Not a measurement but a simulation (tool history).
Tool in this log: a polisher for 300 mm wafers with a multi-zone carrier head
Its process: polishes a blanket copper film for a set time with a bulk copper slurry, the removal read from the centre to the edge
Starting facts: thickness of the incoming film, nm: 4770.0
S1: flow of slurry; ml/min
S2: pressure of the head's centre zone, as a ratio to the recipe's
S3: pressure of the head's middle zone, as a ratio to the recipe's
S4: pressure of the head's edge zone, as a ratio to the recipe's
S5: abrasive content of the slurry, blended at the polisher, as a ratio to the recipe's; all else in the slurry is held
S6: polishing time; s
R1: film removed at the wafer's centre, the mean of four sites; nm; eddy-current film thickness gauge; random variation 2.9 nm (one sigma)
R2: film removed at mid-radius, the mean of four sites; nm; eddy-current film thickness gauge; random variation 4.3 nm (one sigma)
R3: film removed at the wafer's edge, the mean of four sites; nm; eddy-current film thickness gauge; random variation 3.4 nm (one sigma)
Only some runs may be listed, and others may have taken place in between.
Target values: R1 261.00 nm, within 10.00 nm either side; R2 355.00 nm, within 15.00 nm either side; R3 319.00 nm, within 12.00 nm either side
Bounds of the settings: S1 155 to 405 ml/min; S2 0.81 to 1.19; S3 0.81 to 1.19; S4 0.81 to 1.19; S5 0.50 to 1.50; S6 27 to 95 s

{"run": 1, "day": 0.0, "S1": 260, "S2": 1.0, "S3": 1.0, "S4": 1.0, "S5": 1.0, "S6": 61, "R1": 356.11, "R2": 373.68, "R3": 360.22}
{"run": 2, "day": 0.333, "S1": 260, "S2": 1.0, "S3": 1.0, "S4": 1.0, "S5": 1.0, "S6": 52, "R1": 305.15, "R2": 313.54, "R3": 305.11}
{"run": 3, "day": 0.617, "S1": 255, "S2": 0.97, "S3": 1.02, "S4": 1.01, "S5": 1.0, "S6": 52, "R1": 293.1, "R2": 316.69, "R3": 318.81}
{"run": 4, "day": 0.883, "S1": 255, "S2": 0.97, "S3": 1.02, "S4": 1.01, "S5": 1.0, "S6": 37, "R1": 212.57, "R2": 229.66, "R3": 218.08}
{"run": 5, "day": 1.025, "S1": 255, "S2": 1.02, "S3": 1.02, "S4": 1.01, "S5": 1.0, "S6": 37, "R1": 219.54, "R2": 227.04, "R3": 224.9}
{"run": 6, "day": 1.333, "S1": 260, "S2": 1.0, "S3": 1.05, "S4": 1.02, "S5": 1.1, "S6": 38, "R1": 226.78, "R2": 241.14, "R3": 232.78}
{"run": 7, "day": 1.496, "S1": 260, "S2": 0.97, "S3": 1.07, "S4": 1.03, "S5": 1.15, "S6": 40, "R1": 237.32, "R2": 259.21, "R3": 246.76}
{"run": 8, "day": 1.579, "S1": 255, "S2": 0.94, "S3": 1.09, "S4": 1.04, "S5": 1.15, "S6": 42, "R1": 240.44, "R2": 273.12, "R3": 261.34}
{"run": 9, "day": 1.658, "S1": 255, "S2": 0.92, "S3": 1.11, "S4": 1.04, "S5": 1.15, "S6": 43, "R1": 238.36, "R2": 291.57, "R3": 260.8}

Pick the move, out of 5, that brings all results within their allowed miss; only one does.
{"run": "A", "day": 1.738, "S1": 185, "S2": 0.98, "S3": 1.19, "S4": 0.84, "S5": 1.2, "S6": 50, "R1": "?", "R2": "?", "R3": "?"}
{"run": "B", "day": 1.738, "S1": 240, "S2": 0.87, "S3": 1.09, "S4": 1.09, "S5": 1.05, "S6": 55, "R1": "?", "R2": "?", "R3": "?"}
{"run": "C", "day": 1.738, "S1": 290, "S2": 1.0, "S3": 1.14, "S4": 1.0, "S5": 1.2, "S6": 46, "R1": "?", "R2": "?", "R3": "?"}
{"run": "D", "day": 1.738, "S1": 305, "S2": 0.84, "S3": 1.14, "S4": 1.09, "S5": 0.95, "S6": 53, "R1": "?", "R2": "?", "R3": "?"}
{"run": "E", "day": 1.738, "S1": 295, "S2": 0.88, "S3": 1.1, "S4": 1.19, "S5": 0.95, "S6": 55, "R1": "?", "R2": "?", "R3": "?"}

move=A R1=292.05 R2=355.14 R3=291.77
move=B R1=284.47 R2=361.22 R3=340.61
move=C R1=284.66 R2=325.60 R3=287.65
move=D R1=265.33 R2=361.98 R3=326.80
move=E R1=287.75 R2=363.34 R3=347.39
A: better than the last run, though not everything is in spec
B: takes the result that was furthest off past its target
C: better than the last run, though not everything is in spec
D: in spec on every target
E: takes the result that was furthest off past its target
Answer: D

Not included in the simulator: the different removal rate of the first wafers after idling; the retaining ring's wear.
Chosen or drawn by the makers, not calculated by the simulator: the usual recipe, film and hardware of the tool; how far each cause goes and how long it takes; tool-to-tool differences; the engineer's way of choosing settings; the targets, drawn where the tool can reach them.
